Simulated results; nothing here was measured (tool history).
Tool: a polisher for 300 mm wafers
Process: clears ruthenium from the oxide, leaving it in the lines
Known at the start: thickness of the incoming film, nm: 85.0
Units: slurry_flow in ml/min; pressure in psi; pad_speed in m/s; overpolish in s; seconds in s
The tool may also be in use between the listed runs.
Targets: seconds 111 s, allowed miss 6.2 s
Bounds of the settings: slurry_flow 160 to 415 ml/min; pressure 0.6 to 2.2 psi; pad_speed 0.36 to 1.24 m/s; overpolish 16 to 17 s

run 1 hour=0 | slurry_flow=265 pressure=1.4 pad_speed=0.8 overpolish=16 | seconds=158.97
run 2 hour=1.3 | slurry_flow=265 pressure=1.5 pad_speed=0.8 overpolish=16 | seconds=155.72
run 3 hour=9.3 | slurry_flow=265 pressure=1.6 pad_speed=0.8 overpolish=16 | seconds=142.01
run 4 hour=18.4 | slurry_flow=265 pressure=1.6 pad_speed=0.8 overpolish=17 | seconds=139.83
run 5 hour=27.4 | slurry_flow=265 pressure=1.6 pad_speed=0.72 overpolish=17 | seconds=156.95
run 6 hour=34.4 | slurry_flow=220 pressure=1.6 pad_speed=0.72 overpolish=17 | seconds=161.83
run 7 hour=37.8 | slurry_flow=220 pressure=1.7 pad_speed=0.72 overpolish=17 | seconds=149.43
run 8 hour=41.3 | slurry_flow=220 pressure=1.8 pad_speed=0.72 overpolish=17 | seconds=141.38
run 9 hour=42.8 | slurry_flow=220 pressure=1.9 pad_speed=0.72 overpolish=17 | seconds=137.99

Which of these 4 next moves meets every target?
run A hour=44.3 | slurry_flow=220 pressure=1.7 pad_speed=0.86 overpolish=16 | seconds=?
run B hour=44.3 | slurry_flow=235 pressure=2.2 pad_speed=0.76 overpolish=16 | seconds=?
run C hour=44.3 | slurry_flow=265 pressure=1.9 pad_speed=0.76 overpolish=17 | seconds=?
run D hour=44.3 | slurry_flow=270 pressure=2.1 pad_speed=0.9 overpolish=17 | seconds=?

move=A seconds=127.99
move=B seconds=111.16
move=C seconds=126.48
move=D seconds=97.115
A: nearer than the last run, and not there yet
B: meets every target
C: nearer than the last run, and not there yet
D: takes the result that was furthest off past its target
Move B is the one to make.
